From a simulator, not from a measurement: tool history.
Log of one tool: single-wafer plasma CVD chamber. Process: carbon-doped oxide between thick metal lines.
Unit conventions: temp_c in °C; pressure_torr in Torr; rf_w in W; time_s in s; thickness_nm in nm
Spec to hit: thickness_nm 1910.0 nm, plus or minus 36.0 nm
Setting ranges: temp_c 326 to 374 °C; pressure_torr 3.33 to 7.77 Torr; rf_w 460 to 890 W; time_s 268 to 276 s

run,hour,temp_c,pressure_torr,rf_w,time_s,thickness_nm
1,0.0,350,5.55,675,268,1747.4
2,6.2,347,5.91,690,268,1794.9
3,12.0,347,5.91,690,268,1786.0
4,14.1,347,5.51,690,268,1780.2
5,20.1,345,5.71,705,268,1817.2
6,24.4,343,5.89,715,268,1860.8
7,26.5,342,5.97,720,268,1869.7
8,29.5,342,5.97,720,268,1867.0

Which of these 5 next moves meets every target?
A,32.5,343,6.35,780,276,?
B,32.5,349,6.53,710,268,?
C,32.5,346,4.98,735,268,?
D,32.5,334,5.66,670,276,?
E,32.5,358,6.06,755,268,?

move,thickness_nm
A,2010.2
B,1834.8
C,1822.5
D,1896.3
E,1830.0
A: pushes the last run's worst result past its target
B: the biggest miss grows against the last run
C: the biggest miss grows against the last run
D: meets every target
E: the biggest miss grows against the last run
D meets every target.
